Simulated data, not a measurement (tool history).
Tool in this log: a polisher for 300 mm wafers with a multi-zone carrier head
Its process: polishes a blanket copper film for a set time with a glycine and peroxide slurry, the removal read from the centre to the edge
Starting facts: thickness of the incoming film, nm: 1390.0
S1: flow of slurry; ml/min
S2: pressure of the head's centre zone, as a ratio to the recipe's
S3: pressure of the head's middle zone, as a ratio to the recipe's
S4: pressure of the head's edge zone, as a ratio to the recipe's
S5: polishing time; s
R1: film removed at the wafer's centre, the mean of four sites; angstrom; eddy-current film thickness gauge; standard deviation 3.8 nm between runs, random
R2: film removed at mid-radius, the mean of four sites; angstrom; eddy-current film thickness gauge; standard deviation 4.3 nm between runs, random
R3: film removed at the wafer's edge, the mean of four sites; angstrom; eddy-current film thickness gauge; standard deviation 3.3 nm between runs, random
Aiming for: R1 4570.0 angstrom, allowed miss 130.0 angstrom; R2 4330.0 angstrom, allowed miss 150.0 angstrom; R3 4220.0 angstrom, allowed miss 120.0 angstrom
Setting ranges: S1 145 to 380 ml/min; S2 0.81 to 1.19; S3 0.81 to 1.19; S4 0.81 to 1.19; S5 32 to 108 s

{"run": 1, "day": 0.0, "S1": 245, "S2": 1.0, "S3": 1.0, "S4": 1.0, "S5": 70, "R1": 5806.9, "R2": 5650.7, "R3": 5623.6}
{"run": 2, "day": 0.362, "S1": 205, "S2": 1.0, "S3": 1.0, "S4": 1.0, "S5": 70, "R1": 5613.9, "R2": 5446.2, "R3": 5613.6}
{"run": 3, "day": 0.508, "S1": 205, "S2": 1.0, "S3": 1.0, "S4": 0.96, "S5": 70, "R1": 5635.8, "R2": 5585.9, "R3": 5381.0}
{"run": 4, "day": 0.554, "S1": 205, "S2": 1.0, "S3": 1.0, "S4": 0.96, "S5": 87, "R1": 6908.9, "R2": 6767.7, "R3": 6784.7}
{"run": 5, "day": 0.833, "S1": 210, "S2": 0.99, "S3": 0.98, "S4": 0.94, "S5": 82, "R1": 6580.2, "R2": 6331.2, "R3": 6394.7}
{"run": 6, "day": 1.012, "S1": 265, "S2": 0.99, "S3": 0.98, "S4": 0.94, "S5": 82, "R1": 6839.8, "R2": 6554.9, "R3": 6493.2}
{"run": 7, "day": 1.288, "S1": 260, "S2": 0.98, "S3": 0.97, "S4": 0.93, "S5": 78, "R1": 6358.7, "R2": 6153.0, "R3": 6083.3}
{"run": 8, "day": 1.475, "S1": 240, "S2": 0.97, "S3": 0.9, "S4": 0.83, "S5": 59, "R1": 4649.3, "R2": 4523.9, "R3": 4375.5}
{"run": 9, "day": 1.512, "S1": 235, "S2": 0.97, "S3": 0.9, "S4": 0.83, "S5": 59, "R1": 4719.1, "R2": 4514.6, "R3": 4349.7}
{"run": 10, "day": 1.846, "S1": 230, "S2": 0.97, "S3": 0.9, "S4": 0.83, "S5": 59, "R1": 4740.8, "R2": 4425.6, "R3": 4371.8}
{"run": 11, "day": 2.029, "S1": 225, "S2": 0.97, "S3": 0.9, "S4": 0.83, "S5": 59, "R1": 4694.5, "R2": 4470.4, "R3": 4371.3}

Pick the move, out of 5, that brings all results within their allowed miss; only one does.
{"run": "A", "day": 2.212, "S1": 210, "S2": 0.95, "S3": 0.86, "S4": 0.9, "S5": 59, "R1": "?", "R2": "?", "R3": "?"}
{"run": "B", "day": 2.212, "S1": 270, "S2": 0.98, "S3": 0.92, "S4": 0.81, "S5": 59, "R1": "?", "R2": "?", "R3": "?"}
{"run": "C", "day": 2.212, "S1": 180, "S2": 0.98, "S3": 0.89, "S4": 0.81, "S5": 63, "R1": "?", "R2": "?", "R3": "?"}
{"run": "D", "day": 2.212, "S1": 200, "S2": 1.17, "S3": 1.09, "S4": 0.81, "S5": 56, "R1": "?", "R2": "?", "R3": "?"}
{"run": "E", "day": 2.212, "S1": 230, "S2": 0.99, "S3": 0.92, "S4": 0.86, "S5": 56, "R1": "?", "R2": "?", "R3": "?"}

move=A R1=4621.9 R2=4312.4 R3=4480.9
move=B R1=4902.7 R2=4596.1 R3=4383.4
move=C R1=4892.0 R2=4551.9 R3=4474.8
move=D R1=5024.7 R2=4527.2 R3=4026.7
move=E R1=4579.7 R2=4273.3 R3=4206.4
A: lands further from the targets than the last run did
B: lands further from the targets than the last run did
C: lands further from the targets than the last run did
D: the result that was furthest off in the last run now lies on the other side of its target
E: all results land within tolerance of their targets
The move that meets every target is E.

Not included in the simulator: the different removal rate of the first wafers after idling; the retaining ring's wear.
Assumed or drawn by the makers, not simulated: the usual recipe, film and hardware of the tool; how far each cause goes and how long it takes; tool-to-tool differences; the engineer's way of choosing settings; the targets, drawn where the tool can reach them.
